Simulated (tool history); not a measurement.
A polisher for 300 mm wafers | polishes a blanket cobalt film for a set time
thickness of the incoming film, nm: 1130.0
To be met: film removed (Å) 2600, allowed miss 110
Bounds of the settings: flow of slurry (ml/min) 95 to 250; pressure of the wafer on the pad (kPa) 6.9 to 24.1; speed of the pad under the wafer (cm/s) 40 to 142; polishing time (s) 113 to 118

run  hour  flow of slurry (ml/min)  pressure of the wafer on the pad (kPa)  speed of the pad under the wafer (cm/s)  polishing time (s)  film removed (Å)
  1     0                      160                                    15.2                                       90                 113            6555.8
  2     4                      155                                    13.1                                       82                 113            5220.3
  3  12.8                      190                                    13.1                                       82                 113            5278.7
  4  17.1                      190                                    11.7                                       76                 113              4564
  5    19                      190                                    10.3                                       70                 113            3813.4
  6  25.6                      230                                    10.3                                       70                 113              3816
  7  33.1                      230                                     9.7                                       66                 113            3321.6
  8  34.4                      230                                       9                                       66                 113            3145.9
  9  43.3                      230                                     8.3                                       66                 113            2901.7
 10  44.5                      230                                     8.3                                       66                 113            2887.2

Which of these 4 next moves meets every target?
  A  45.7                      230                                       9                                       66                 114                 ?
  B  45.7                      235                                     6.9                                       68                 114                 ?
  C  45.7                      205                                       9                                       62                 113                 ?
  D  45.7                      220                                     7.6                                       80                 116                 ?

move  film removed (Å)
   A            3159.1
   B              2540
   C            2917.1
   D            3249.9
A: further off than the last run
B: meets every target
C: further off than the last run
D: further off than the last run
Answer: B

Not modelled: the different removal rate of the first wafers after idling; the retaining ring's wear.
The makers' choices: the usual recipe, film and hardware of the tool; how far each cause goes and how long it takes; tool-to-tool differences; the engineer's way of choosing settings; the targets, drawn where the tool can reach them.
